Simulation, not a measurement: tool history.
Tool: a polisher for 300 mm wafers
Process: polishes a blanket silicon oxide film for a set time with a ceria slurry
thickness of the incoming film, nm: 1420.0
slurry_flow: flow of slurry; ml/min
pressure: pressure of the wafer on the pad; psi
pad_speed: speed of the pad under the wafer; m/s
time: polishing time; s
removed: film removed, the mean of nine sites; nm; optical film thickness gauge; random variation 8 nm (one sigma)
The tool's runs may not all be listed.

run 1 hour=0 | slurry_flow=265 pressure=3.3 pad_speed=1.38 time=98 | removed=613.97
run 2 hour=7.6 | slurry_flow=265 pressure=3.5 pad_speed=1.38 time=98 | removed=632.12
run 3 hour=8.6 | slurry_flow=265 pressure=3.7 pad_speed=1.38 time=98 | removed=672.19
run 4 hour=17.3 | slurry_flow=265 pressure=4.3 pad_speed=1.38 time=98 | removed=752.33
run 5 hour=20.5 | slurry_flow=265 pressure=3.7 pad_speed=1.38 time=98 | removed=677.7
run 6 hour=28.8 | slurry_flow=265 pressure=3.9 pad_speed=1.38 time=98 | removed=692.3

Forecast run 7:
run 7 hour=30.7 | slurry_flow=265 pressure=4.1 pad_speed=1.38 time=98 | removed=?

{"run 7": {"removed": 724.91}}
